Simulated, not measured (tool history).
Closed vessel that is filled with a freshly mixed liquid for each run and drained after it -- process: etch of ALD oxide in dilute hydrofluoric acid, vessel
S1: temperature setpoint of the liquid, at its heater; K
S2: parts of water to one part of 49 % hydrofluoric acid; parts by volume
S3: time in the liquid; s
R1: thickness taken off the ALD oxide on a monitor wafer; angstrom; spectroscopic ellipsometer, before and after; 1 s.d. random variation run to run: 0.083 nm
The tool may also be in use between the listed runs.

Run 1, day 0.000: S1 297.15 K, S2 125 parts by volume, S3 50 s. Result: R1 80.978 angstrom.
Run 2, day 0.154: S1 298.65 K, S2 125 parts by volume, S3 50 s. Result: R1 85.050 angstrom.
Run 3, day 0.442: S1 298.65 K, S2 150 parts by volume, S3 50 s. Result: R1 68.608 angstrom.
Run 4, day 0.679: S1 295.65 K, S2 150 parts by volume, S3 50 s. Result: R1 61.659 angstrom.
Run 5, day 0.783: S1 295.65 K, S2 165 parts by volume, S3 50 s. Result: R1 54.956 angstrom.
Run 6, day 0.983: S1 298.15 K, S2 150 parts by volume, S3 50 s. Result: R1 67.965 angstrom.
Run 7, day 1.062: S1 299.65 K, S2 140 parts by volume, S3 50 s. Result: R1 76.758 angstrom.
Run 8, day 1.283: S1 301.15 K, S2 130 parts by volume, S3 50 s. Result: R1 89.551 angstrom.
Run 9, day 1.421: S1 302.15 K, S2 125 parts by volume, S3 50 s. Result: R1 96.157 angstrom.

What does the tool deliver on the next run?
Run 10, day 1.700: S1 302.65 K, S2 120 parts by volume, S3 50 s. Result: R1 ?.

R1: 104.250 angstrom
